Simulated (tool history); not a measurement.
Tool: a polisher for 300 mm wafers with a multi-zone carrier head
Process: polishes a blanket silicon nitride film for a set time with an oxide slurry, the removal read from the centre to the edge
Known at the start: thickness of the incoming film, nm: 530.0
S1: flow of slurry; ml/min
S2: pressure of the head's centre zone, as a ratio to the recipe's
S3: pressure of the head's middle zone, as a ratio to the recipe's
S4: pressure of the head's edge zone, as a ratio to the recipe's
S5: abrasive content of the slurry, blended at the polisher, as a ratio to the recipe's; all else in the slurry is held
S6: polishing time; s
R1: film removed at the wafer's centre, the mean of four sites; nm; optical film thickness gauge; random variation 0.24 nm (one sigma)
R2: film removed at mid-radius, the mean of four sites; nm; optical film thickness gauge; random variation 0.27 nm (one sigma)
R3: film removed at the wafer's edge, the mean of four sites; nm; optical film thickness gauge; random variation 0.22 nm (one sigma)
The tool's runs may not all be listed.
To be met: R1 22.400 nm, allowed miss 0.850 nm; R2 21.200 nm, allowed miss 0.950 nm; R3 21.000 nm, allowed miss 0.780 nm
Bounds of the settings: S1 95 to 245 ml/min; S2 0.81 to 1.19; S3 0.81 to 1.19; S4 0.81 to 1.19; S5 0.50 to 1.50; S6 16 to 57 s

run  hour   S1    S2    S3    S4    S5  S6      R1      R2      R3
  1   0.0  155  1.00  1.00  1.00  1.00  36  23.815  27.066  25.331
  2   2.1  150  1.01  0.97  0.97  0.95  36  22.973  25.434  24.281
  3   9.5  130  1.01  0.97  0.97  0.95  36  22.222  24.717  24.445
  4  16.6   95  1.01  0.97  0.97  0.95  36  20.069  21.837  22.472
  5  22.9  100  1.04  0.97  0.95  0.90  36  20.732  21.740  21.981
  6  28.7  100  1.04  0.97  0.95  0.75  36  19.029  20.597  20.195
  7  30.7  105  1.06  0.96  0.95  0.75  36  19.518  20.643  20.826
  8  35.9  110  1.08  0.96  0.93  0.75  36  20.311  20.962  20.635
  9  42.8  115  1.09  0.95  0.93  0.75  36  21.362  21.589  20.645
 10  48.8  120  1.11  0.89  0.97  0.75  36  21.721  20.092  21.309

Which of these 5 next moves meets every target?
  A  54.8  205  1.04  1.05  0.83  1.00  28   ?   ?   ?
  B  54.8  150  1.09  1.13  0.90  0.70  34   ?   ?   ?
  C  54.8  130  1.16  0.95  0.99  0.90  32   ?   ?   ?
  D  54.8  135  1.11  1.09  0.85  0.70  35   ?   ?   ?
  E  54.8  145  1.10  1.01  0.90  0.55  41   ?   ?   ?

move      R1      R2      R3
   A  20.353  22.752  18.937
   B  20.854  23.711  19.549
   C  22.480  21.064  21.014
   D  21.280  23.165  19.318
   E  22.436  23.173  20.950
A: takes the result that was furthest off past its target
B: takes the result that was furthest off past its target
C: meets every target
D: takes the result that was furthest off past its target
E: takes the result that was furthest off past its target
Answer: C

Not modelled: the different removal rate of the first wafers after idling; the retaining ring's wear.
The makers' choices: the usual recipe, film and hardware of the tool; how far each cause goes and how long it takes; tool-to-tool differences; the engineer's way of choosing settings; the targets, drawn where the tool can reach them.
